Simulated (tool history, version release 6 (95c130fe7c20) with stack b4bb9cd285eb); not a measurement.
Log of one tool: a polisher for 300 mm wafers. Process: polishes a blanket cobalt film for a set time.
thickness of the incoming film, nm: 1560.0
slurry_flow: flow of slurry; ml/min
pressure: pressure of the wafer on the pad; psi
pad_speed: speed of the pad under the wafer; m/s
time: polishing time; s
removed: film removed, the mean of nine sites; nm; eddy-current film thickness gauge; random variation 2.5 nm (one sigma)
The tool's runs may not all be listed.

run,hour,slurry_flow,pressure,pad_speed,time,removed
1,0,150,1.9,1.18,25,144.53
2,5.7,150,1.9,1.44,25,175.12
3,14.4,150,1.4,1.44,25,129.5
4,19.2,180,1.4,1.44,25,131.75
5,20.2,180,1.5,1.44,25,138.67
6,24.2,180,1.6,1.44,25,144.06
7,31.9,180,1.7,1.44,25,155.62
8,37.3,180,1.8,1.44,25,170.04

Run 9 comes next. What will it give?
9,42.6,180,1.9,1.44,25,?

Run 9 gave removed 176.15 nm.

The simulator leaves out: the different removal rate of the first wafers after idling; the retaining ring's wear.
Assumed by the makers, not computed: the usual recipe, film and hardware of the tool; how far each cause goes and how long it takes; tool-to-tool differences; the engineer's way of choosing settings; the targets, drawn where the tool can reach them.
